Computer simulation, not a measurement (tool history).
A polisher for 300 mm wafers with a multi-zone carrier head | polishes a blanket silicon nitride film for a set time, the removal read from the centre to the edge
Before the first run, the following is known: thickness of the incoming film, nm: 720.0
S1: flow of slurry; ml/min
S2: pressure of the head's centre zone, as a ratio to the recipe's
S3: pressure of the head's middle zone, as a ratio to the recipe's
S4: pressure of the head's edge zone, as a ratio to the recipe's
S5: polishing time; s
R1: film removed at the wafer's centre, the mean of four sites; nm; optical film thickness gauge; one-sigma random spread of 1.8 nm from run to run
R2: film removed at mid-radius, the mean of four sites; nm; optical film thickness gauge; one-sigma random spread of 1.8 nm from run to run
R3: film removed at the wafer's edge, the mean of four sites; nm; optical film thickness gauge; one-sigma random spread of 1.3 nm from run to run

| run | hour | S1 | S2 | S3 | S4 | S5 | R1 | R2 | R3 |
|---|---|---|---|---|---|---|---|---|---|
| 1 | 0.0 | 315 | 1.00 | 1.00 | 1.00 | 89 | 178.93 | 175.95 | 180.79 |
| 2 | 5.8 | 315 | 1.00 | 1.00 | 1.00 | 101 | 204.31 | 202.07 | 205.48 |
| 3 | 13.7 | 315 | 1.00 | 1.00 | 1.06 | 101 | 202.80 | 198.59 | 211.04 |
| 4 | 15.3 | 310 | 0.98 | 0.98 | 1.06 | 98 | 187.49 | 194.96 | 204.74 |
| 5 | 22.4 | 310 | 0.98 | 0.96 | 1.07 | 95 | 187.37 | 183.90 | 200.83 |
| 6 | 29.4 | 310 | 0.98 | 1.01 | 1.07 | 95 | 188.35 | 191.35 | 198.67 |

Run 7, settings as shown, results not yet in. Your forecast:
| 7 | 36.7 | 310 | 0.97 | 0.99 | 1.07 | 92 | ? | ? | ? |

{"run 7": {"R1": 179.37, "R2": 186.34, "R3": 193.98}}
